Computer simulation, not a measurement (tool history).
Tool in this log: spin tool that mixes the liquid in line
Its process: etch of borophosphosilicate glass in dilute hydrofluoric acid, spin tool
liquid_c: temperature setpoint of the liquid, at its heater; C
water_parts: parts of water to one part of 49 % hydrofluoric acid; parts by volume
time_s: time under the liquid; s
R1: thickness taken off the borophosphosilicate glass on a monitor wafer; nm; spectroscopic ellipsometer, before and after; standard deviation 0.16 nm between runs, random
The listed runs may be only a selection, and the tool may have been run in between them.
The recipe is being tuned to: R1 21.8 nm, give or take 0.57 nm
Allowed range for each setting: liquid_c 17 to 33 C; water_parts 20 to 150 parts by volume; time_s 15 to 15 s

Run 1, hour 0: liquid_c 25 C, water_parts 85 parts by volume, time_s 15 s. Result: R1 9.1947 nm.
Run 2, hour 8.2: liquid_c 22 C, water_parts 85 parts by volume, time_s 15 s. Result: R1 8.1963 nm.
Run 3, hour 16: liquid_c 24.5 C, water_parts 75 parts by volume, time_s 15 s. Result: R1 10.247 nm.
Run 4, hour 16.5: liquid_c 23 C, water_parts 75 parts by volume, time_s 15 s. Result: R1 9.6439 nm.
Run 5, hour 18.8: liquid_c 23 C, water_parts 75 parts by volume, time_s 15 s. Result: R1 9.7785 nm.
Run 6, hour 25.3: liquid_c 23 C, water_parts 75 parts by volume, time_s 15 s. Result: R1 9.7788 nm.
Run 7, hour 33.7: liquid_c 25 C, water_parts 65 parts by volume, time_s 15 s. Result: R1 12.461 nm.
Run 8, hour 37.2: liquid_c 26.5 C, water_parts 60 parts by volume, time_s 15 s. Result: R1 14.488 nm.
Run 9, hour 42.3: liquid_c 28 C, water_parts 60 parts by volume, time_s 15 s. Result: R1 15.323 nm.
Run 10, hour 43: liquid_c 29 C, water_parts 60 parts by volume, time_s 15 s. Result: R1 15.977 nm.
Run 11, hour 45.3: liquid_c 33 C, water_parts 45 parts by volume, time_s 15 s. Result: R1 25.338 nm.
Run 12, hour 50.9: liquid_c 32.5 C, water_parts 45 parts by volume, time_s 15 s. Result: R1 25.014 nm.
Run 13, hour 54: liquid_c 32 C, water_parts 45 parts by volume, time_s 15 s. Result: R1 24.369 nm.

Which of these 4 next moves meets every target?
Run A, hour 57.1: liquid_c 30.5 C, water_parts 45 parts by volume, time_s 15 s. Result: R1 ?.
Run B, hour 57.1: liquid_c 33 C, water_parts 40 parts by volume, time_s 15 s. Result: R1 ?.
Run C, hour 57.1: liquid_c 32 C, water_parts 40 parts by volume, time_s 15 s. Result: R1 ?.
Run D, hour 57.1: liquid_c 32 C, water_parts 50 parts by volume, time_s 15 s. Result: R1 ?.

move      R1
   A  23.132
   B  28.923
   C   27.82
   D  21.897
A: moves toward the targets from the last run without getting all of them in spec
B: the biggest miss grows against the last run
C: the biggest miss grows against the last run
D: all results in spec
So the answer is move D, the one that meets all the targets.
